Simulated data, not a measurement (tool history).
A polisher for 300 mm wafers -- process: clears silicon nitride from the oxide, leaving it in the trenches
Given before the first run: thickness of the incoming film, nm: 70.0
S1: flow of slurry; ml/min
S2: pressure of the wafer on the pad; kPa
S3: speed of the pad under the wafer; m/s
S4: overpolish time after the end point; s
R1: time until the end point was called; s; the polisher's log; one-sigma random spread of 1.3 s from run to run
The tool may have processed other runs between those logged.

| run | hour | S1 | S2 | S3 | S4 | R1 |
|---|---|---|---|---|---|---|
| 1 | 0 | 235 | 20.7 | 1.04 | 50 | 55.685 |
| 2 | 4.6 | 235 | 19.3 | 1.04 | 50 | 58.319 |
| 3 | 8 | 235 | 17.9 | 1.04 | 50 | 62.741 |
| 4 | 14.9 | 210 | 17.9 | 1.04 | 50 | 63.89 |
| 5 | 19.7 | 175 | 17.9 | 1.04 | 50 | 68.845 |
| 6 | 26 | 170 | 17.2 | 1.04 | 50 | 71.775 |
| 7 | 27.8 | 170 | 16.5 | 1.04 | 50 | 71.321 |

Run 8, settings as shown, results not yet in. Your forecast:
| 8 | 36.5 | 170 | 15.9 | 1.04 | 50 | ? |

{"run 8": {"R1": 75.835}}
